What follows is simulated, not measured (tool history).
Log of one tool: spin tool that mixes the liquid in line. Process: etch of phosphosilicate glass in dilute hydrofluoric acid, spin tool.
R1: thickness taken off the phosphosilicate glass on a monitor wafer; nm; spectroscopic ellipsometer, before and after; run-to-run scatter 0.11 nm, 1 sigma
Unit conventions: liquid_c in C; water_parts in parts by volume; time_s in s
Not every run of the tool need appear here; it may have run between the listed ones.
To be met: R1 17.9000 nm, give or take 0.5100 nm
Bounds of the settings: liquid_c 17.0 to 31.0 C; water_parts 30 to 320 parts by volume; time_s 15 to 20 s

run 1 day=0.000 | liquid_c=23.0 water_parts=175 time_s=20 | R1=6.9012
run 2 day=0.338 | liquid_c=24.0 water_parts=160 time_s=20 | R1=8.0060
run 3 day=0.379 | liquid_c=24.0 water_parts=160 time_s=20 | R1=8.0441
run 4 day=0.521 | liquid_c=25.0 water_parts=150 time_s=20 | R1=8.8679
run 5 day=0.867 | liquid_c=23.0 water_parts=150 time_s=20 | R1=8.2797
run 6 day=1.200 | liquid_c=24.0 water_parts=150 time_s=20 | R1=8.6046
run 7 day=1.521 | liquid_c=25.0 water_parts=140 time_s=20 | R1=9.7803
run 8 day=1.767 | liquid_c=26.0 water_parts=135 time_s=20 | R1=10.4430

Of the 5 settings listed for the next run, only one would bring every result within its allowed miss of target. Which one?
run A day=2.012 | liquid_c=26.5 water_parts=80 time_s=20 | R1=?
run B day=2.012 | liquid_c=28.5 water_parts=85 time_s=20 | R1=?
run C day=2.012 | liquid_c=20.5 water_parts=155 time_s=15 | R1=?
run D day=2.012 | liquid_c=23.0 water_parts=75 time_s=20 | R1=?
run E day=2.012 | liquid_c=22.5 water_parts=70 time_s=20 | R1=?

move=A R1=19.3310
move=B R1=19.5330
move=C R1=5.4067
move=D R1=18.0410
move=E R1=19.0570
A: takes the biggest miss from the last run beyond its target
B: takes the biggest miss from the last run beyond its target
C: its largest miss is bigger than the last run's
D: each result inside its tolerance
E: takes the biggest miss from the last run beyond its target
Go with D: it meets all targets.
